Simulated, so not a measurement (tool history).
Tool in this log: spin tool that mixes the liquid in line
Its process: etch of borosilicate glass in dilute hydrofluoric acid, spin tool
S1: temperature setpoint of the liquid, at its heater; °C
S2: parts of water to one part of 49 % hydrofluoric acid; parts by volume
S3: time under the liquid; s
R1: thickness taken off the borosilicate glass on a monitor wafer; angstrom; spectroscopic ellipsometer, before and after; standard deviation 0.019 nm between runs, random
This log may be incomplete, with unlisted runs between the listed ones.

run,hour,S1,S2,S3,R1
1,0.0,22.0,185,15,18.941
2,3.2,22.0,225,15,14.686
3,6.8,23.0,215,15,16.316
4,10.8,23.0,215,15,16.517
5,19.6,24.0,205,15,18.071
6,25.2,24.0,175,15,21.718
7,34.0,25.0,170,15,23.334

The next listed run, before its measurement:
8,34.8,25.5,165,15,?

{"run 8": {"R1": 24.842}}

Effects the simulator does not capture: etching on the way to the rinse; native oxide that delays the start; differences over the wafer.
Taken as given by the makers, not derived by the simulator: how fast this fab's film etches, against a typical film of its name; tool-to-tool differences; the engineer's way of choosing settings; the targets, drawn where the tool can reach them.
